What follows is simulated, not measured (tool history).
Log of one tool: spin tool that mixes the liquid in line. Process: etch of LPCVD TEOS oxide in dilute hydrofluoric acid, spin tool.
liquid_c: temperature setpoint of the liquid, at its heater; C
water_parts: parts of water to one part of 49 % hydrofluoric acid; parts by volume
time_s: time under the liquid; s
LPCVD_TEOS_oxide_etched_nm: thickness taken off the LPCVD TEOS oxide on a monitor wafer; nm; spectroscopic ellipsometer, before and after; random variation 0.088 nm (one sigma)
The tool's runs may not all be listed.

| run | hour | liquid_c | water_parts | time_s | LPCVD_TEOS_oxide_etched_nm |
|---|---|---|---|---|---|
| 1 | 0.0 | 23.0 | 190 | 40 | 3.6010 |
| 2 | 8.9 | 23.0 | 150 | 40 | 4.7534 |
| 3 | 12.2 | 24.0 | 140 | 40 | 5.3758 |
| 4 | 17.1 | 26.5 | 140 | 40 | 5.9851 |
| 5 | 25.4 | 24.0 | 140 | 40 | 5.3867 |
| 6 | 33.3 | 20.5 | 140 | 40 | 4.6779 |
| 7 | 41.1 | 21.5 | 130 | 40 | 5.2771 |
| 8 | 43.7 | 22.5 | 120 | 40 | 6.0666 |
| 9 | 49.4 | 23.5 | 110 | 40 | 6.9866 |
| 10 | 53.0 | 24.5 | 105 | 40 | 7.6509 |
| 11 | 58.3 | 25.0 | 100 | 40 | 8.2085 |
| 12 | 65.8 | 25.5 | 95 | 40 | 8.9533 |

Forecast run 13:
| 13 | 74.1 | 26.0 | 90 | 40 | ? |

LPCVD_TEOS_oxide_etched_nm: 9.6937 nm
